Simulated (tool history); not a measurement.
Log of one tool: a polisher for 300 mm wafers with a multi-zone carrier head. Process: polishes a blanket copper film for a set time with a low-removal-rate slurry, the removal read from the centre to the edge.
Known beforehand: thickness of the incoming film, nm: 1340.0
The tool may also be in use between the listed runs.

run	hour	flow of slurry (ml/min)	pressure of the head's centre zone	pressure of the head's middle zone	pressure of the head's edge zone	abrasive content of the slurry	polishing time (s)	film removed at the wafer's centre (nm)	film removed at mid-radius (nm)	film removed at the wafer's edge (nm)
1	0.0	250	1.00	1.00	1.00	1.00	46	102.590	103.070	104.370
2	2.7	250	0.94	1.00	1.00	1.00	46	95.379	103.680	104.690
3	8.8	250	0.94	1.07	1.00	1.00	46	97.544	109.860	105.220
4	15.6	255	0.96	1.05	1.02	1.05	46	101.990	109.810	106.480
5	16.5	290	0.96	1.05	1.02	1.05	46	103.840	110.180	108.930
6	25.1	290	0.96	1.05	1.02	1.05	36	81.154	86.103	85.356
# hour 27.6: slurry nozzle cleaned
7	27.6	300	0.97	1.03	1.04	1.10	37	88.667	93.824	92.754
8	32.7	300	0.97	1.03	1.04	1.10	37	88.235	92.916	91.939

For run 9, what comes out?
9	34.9	300	1.07	0.93	1.14	1.35	45	?	?	?

{"run 9": {"film removed at the wafer's centre (nm)": 121.43, "film removed at mid-radius (nm)": 107.55, "film removed at the wafer's edge (nm)": 120.73}}
